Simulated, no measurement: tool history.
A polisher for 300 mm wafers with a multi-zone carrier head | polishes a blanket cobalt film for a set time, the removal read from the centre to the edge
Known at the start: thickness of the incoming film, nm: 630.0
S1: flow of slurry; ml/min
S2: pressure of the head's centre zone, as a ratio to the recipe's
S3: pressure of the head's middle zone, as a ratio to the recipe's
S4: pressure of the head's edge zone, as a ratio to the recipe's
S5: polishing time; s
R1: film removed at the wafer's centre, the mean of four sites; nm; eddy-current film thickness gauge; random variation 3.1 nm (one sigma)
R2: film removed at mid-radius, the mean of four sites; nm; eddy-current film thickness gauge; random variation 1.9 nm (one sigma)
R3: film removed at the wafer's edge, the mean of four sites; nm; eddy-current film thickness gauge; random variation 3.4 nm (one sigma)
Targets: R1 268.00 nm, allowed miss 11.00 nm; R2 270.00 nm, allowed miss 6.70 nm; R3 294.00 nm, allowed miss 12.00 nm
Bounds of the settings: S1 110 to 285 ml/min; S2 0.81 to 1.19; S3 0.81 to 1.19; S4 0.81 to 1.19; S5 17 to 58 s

run 1 hour=0.0 | S1=180 S2=1.00 S3=1.00 S4=1.00 S5=37 | R1=197.85 R2=198.75 R3=201.83
run 2 hour=6.1 | S1=180 S2=1.00 S3=1.00 S4=1.06 S5=37 | R1=194.19 R2=199.94 R3=203.29
run 3 hour=11.8 | S1=180 S2=1.00 S3=1.00 S4=1.02 S5=37 | R1=197.28 R2=199.44 R3=201.32
run 4 hour=20.2 | S1=180 S2=0.97 S3=1.00 S4=1.02 S5=37 | R1=192.46 R2=202.29 R3=199.14
run 5 hour=21.4 | S1=220 S2=0.97 S3=1.00 S4=1.02 S5=37 | R1=201.97 R2=205.42 R3=207.19
run 6 hour=24.9 | S1=220 S2=1.02 S3=1.00 S4=1.02 S5=37 | R1=210.54 R2=203.83 R3=205.63
run 7 hour=26.5 | S1=220 S2=1.01 S3=0.99 S4=1.04 S5=39 | R1=216.02 R2=213.19 R3=222.38
run 8 hour=35.0 | S1=225 S2=1.02 S3=0.99 S4=1.05 S5=40 | R1=229.05 R2=222.23 R3=222.80
run 9 hour=38.6 | S1=225 S2=1.00 S3=0.97 S4=1.06 S5=41 | R1=229.02 R2=223.22 R3=231.26
run 10 hour=47.6 | S1=225 S2=0.99 S3=0.96 S4=1.08 S5=42 | R1=228.02 R2=227.52 R3=240.69

4 next moves are on the table. One of them brings every result within its allowed miss. Which?
run A hour=56.6 | S1=175 S2=0.87 S3=0.85 S4=1.19 S5=46 | R1=? R2=? R3=?
run B hour=56.6 | S1=235 S2=0.94 S3=0.98 S4=1.12 S5=36 | R1=? R2=? R3=?
run C hour=56.6 | S1=225 S2=0.95 S3=0.91 S4=1.10 S5=51 | R1=? R2=? R3=?
run D hour=56.6 | S1=215 S2=1.02 S3=0.99 S4=1.06 S5=36 | R1=? R2=? R3=?

move=A R1=212.93 R2=225.50 R3=266.85
move=B R1=188.29 R2=199.18 R3=209.08
move=C R1=267.97 R2=268.76 R3=292.99
move=D R1=202.02 R2=198.17 R3=202.62
A: as far off as the last run
B: further off than the last run
C: meets every target
D: further off than the last run
Move C is the one to make.
